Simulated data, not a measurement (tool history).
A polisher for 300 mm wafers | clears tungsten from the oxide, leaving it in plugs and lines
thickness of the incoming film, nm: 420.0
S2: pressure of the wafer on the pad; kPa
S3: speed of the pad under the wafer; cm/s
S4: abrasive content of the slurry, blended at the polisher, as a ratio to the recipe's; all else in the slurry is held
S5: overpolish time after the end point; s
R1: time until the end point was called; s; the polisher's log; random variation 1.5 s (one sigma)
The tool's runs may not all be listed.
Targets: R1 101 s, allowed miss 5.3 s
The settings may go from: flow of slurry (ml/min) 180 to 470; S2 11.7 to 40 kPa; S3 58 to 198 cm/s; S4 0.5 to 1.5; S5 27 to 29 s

Run 1, hour 0: flow of slurry (ml/min) 300, S2 25.5 kPa, S3 128 cm/s, S4 1, S5 27 s. Result: R1 63.964 s.
Run 2, hour 8.6: flow of slurry (ml/min) 300, S2 22.8 kPa, S3 126 cm/s, S4 1, S5 27 s. Result: R1 70.732 s.
Run 3, hour 13.6: flow of slurry (ml/min) 300, S2 20 kPa, S3 124 cm/s, S4 1, S5 27 s. Result: R1 78.971 s.
Run 4, hour 17.8: flow of slurry (ml/min) 300, S2 20 kPa, S3 124 cm/s, S4 1.1, S5 27 s. Result: R1 75.811 s.
Run 5, hour 20.4: flow of slurry (ml/min) 245, S2 20 kPa, S3 124 cm/s, S4 1.1, S5 27 s. Result: R1 79.001 s.
Run 6, hour 28.1: flow of slurry (ml/min) 245, S2 20 kPa, S3 124 cm/s, S4 1.1, S5 27 s. Result: R1 79.688 s.
At hour 31.2: slurry blender recalibrated.
Run 7, hour 31.2: flow of slurry (ml/min) 245, S2 18.6 kPa, S3 124 cm/s, S4 1.1, S5 27 s. Result: R1 75.095 s.
Run 8, hour 38.2: flow of slurry (ml/min) 245, S2 17.2 kPa, S3 118 cm/s, S4 1.1, S5 27 s. Result: R1 85.626 s.
Run 9, hour 41: flow of slurry (ml/min) 245, S2 15.9 kPa, S3 116 cm/s, S4 1.1, S5 27 s. Result: R1 91.615 s.
Run 10, hour 42.4: flow of slurry (ml/min) 245, S2 15.2 kPa, S3 116 cm/s, S4 1.1, S5 27 s. Result: R1 93.598 s.

Which of these 4 next moves meets every target?
Run A, hour 43.8: flow of slurry (ml/min) 180, S2 13.1 kPa, S3 142 cm/s, S4 1.3, S5 27 s. Result: R1 ?.
Run B, hour 43.8: flow of slurry (ml/min) 215, S2 17.2 kPa, S3 112 cm/s, S4 1.05, S5 27 s. Result: R1 ?.
Run C, hour 43.8: flow of slurry (ml/min) 250, S2 15.9 kPa, S3 120 cm/s, S4 1.2, S5 29 s. Result: R1 ?.
Run D, hour 43.8: flow of slurry (ml/min) 235, S2 13.1 kPa, S3 116 cm/s, S4 1.15, S5 27 s. Result: R1 ?.

move      R1
   A  86.671
   B  92.675
   C  87.238
   D  103.78
A: further off than the last run
B: further off than the last run
C: further off than the last run
D: meets every target
The right move is D.
